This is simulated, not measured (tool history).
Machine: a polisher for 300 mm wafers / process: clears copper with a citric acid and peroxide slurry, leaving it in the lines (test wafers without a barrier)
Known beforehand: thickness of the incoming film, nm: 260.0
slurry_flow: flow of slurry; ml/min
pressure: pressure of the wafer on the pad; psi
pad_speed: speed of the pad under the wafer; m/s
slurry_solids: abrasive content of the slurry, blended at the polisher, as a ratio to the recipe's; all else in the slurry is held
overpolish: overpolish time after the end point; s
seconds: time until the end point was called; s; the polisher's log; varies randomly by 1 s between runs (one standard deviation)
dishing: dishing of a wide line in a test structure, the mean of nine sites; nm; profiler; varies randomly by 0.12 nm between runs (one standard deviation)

run 1 hour=0.0 | slurry_flow=180 pressure=3.9 pad_speed=0.92 slurry_solids=1.00 overpolish=11 | seconds=105.700 dishing=19.1290
run 2 hour=7.2 | slurry_flow=180 pressure=3.9 pad_speed=0.92 slurry_solids=1.00 overpolish=15 | seconds=110.260 dishing=25.5780
run 3 hour=8.0 | slurry_flow=185 pressure=3.9 pad_speed=0.94 slurry_solids=1.00 overpolish=12 | seconds=103.800 dishing=21.3250
run 4 hour=13.4 | slurry_flow=170 pressure=4.0 pad_speed=0.92 slurry_solids=1.10 overpolish=10 | seconds=101.630 dishing=18.3060
run 5 hour=14.9 | slurry_flow=155 pressure=4.1 pad_speed=0.92 slurry_solids=1.15 overpolish=9 | seconds=101.630 dishing=16.9770
run 6 hour=21.5 | slurry_flow=155 pressure=4.1 pad_speed=0.92 slurry_solids=1.15 overpolish=7 | seconds=103.380 dishing=13.3620
-- hour=27.1 worn pad replaced by a new one
run 7 hour=27.1 | slurry_flow=190 pressure=4.9 pad_speed=0.96 slurry_solids=1.15 overpolish=3 | seconds=71.373 dishing=8.5640
run 8 hour=32.2 | slurry_flow=180 pressure=4.9 pad_speed=0.96 slurry_solids=1.15 overpolish=3 | seconds=71.874 dishing=8.5558

Expected results for the next run?
run 9 hour=40.6 | slurry_flow=170 pressure=4.9 pad_speed=0.96 slurry_solids=1.15 overpolish=3 | seconds=? dishing=?

Run 9 yielded seconds 72.716 s, dishing 8.4212 nm.
